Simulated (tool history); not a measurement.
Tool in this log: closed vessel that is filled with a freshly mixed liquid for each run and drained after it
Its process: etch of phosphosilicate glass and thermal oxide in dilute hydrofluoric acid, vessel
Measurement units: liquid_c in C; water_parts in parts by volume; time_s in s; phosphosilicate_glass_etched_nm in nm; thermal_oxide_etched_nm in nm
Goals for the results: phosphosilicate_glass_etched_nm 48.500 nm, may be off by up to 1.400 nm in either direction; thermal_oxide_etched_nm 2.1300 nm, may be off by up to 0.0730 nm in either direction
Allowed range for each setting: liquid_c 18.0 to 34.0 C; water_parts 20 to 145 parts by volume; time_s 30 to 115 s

run,day,liquid_c,water_parts,time_s,phosphosilicate_glass_etched_nm,thermal_oxide_etched_nm
1,0.000,26.0,80,60,80.927,3.5634
2,0.229,29.0,80,60,89.553,4.0000
3,0.512,26.0,80,60,80.054,3.4503
4,0.792,25.5,85,60,74.378,3.2705
5,0.900,25.5,85,75,91.097,4.0628
6,0.962,24.0,85,75,86.440,3.8026
7,1.292,24.0,85,75,86.636,3.7819
8,1.442,23.0,90,75,78.526,3.3937
9,1.692,22.5,95,75,71.577,3.1633
# day 1.842: hydrofluoric acid flow meter replaced
10,1.842,22.0,100,75,74.419,3.2734
11,2.133,22.0,130,75,54.990,2.4152
12,2.192,21.5,130,75,53.612,2.3091

Which of these 5 next moves meets every target?
A,2.250,25.0,145,85,?,?
B,2.250,20.0,130,75,?,?
C,2.250,20.5,145,80,?,?
D,2.250,26.5,105,55,?,?
E,2.250,23.5,135,80,?,?

move,phosphosilicate_glass_etched_nm,thermal_oxide_etched_nm
A,61.762,2.7203
B,50.830,2.2388
C,48.806,2.1496
D,61.404,2.7045
E,59.631,2.6264
A: moves away from the targets compared with the last run
B: closer than the last run, but not yet in spec
C: all results land within tolerance of their targets
D: moves away from the targets compared with the last run
E: moves away from the targets compared with the last run
Answer: C
